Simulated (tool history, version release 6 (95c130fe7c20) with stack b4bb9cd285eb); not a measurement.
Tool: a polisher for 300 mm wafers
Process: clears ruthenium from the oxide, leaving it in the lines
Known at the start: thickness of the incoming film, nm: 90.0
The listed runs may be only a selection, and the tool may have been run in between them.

run	day	flow of slurry (ml/min)	pressure of the wafer on the pad (psi)	speed of the pad under the wafer (cm/s)	overpolish time after the end point (s)	time until the end point was called (s)
1	0.000	285	2.1	78	17	109.19
2	0.212	285	2.1	78	17	109.74
3	0.279	285	2.1	78	18	108.97
4	0.396	355	2.1	78	18	105.88
# day 0.712: worn pad replaced by a new one
5	0.712	350	2.0	74	18	106.00
6	1.033	350	2.0	56	18	139.18
7	1.062	335	1.9	54	18	153.32
8	1.096	320	1.8	54	18	159.64
9	1.300	320	1.2	40	18	318.96

What does the tool deliver on the next run?
10	1.550	330	1.2	40	18	?

For run 10 the tool returned time until the end point was called (s) 310.65.
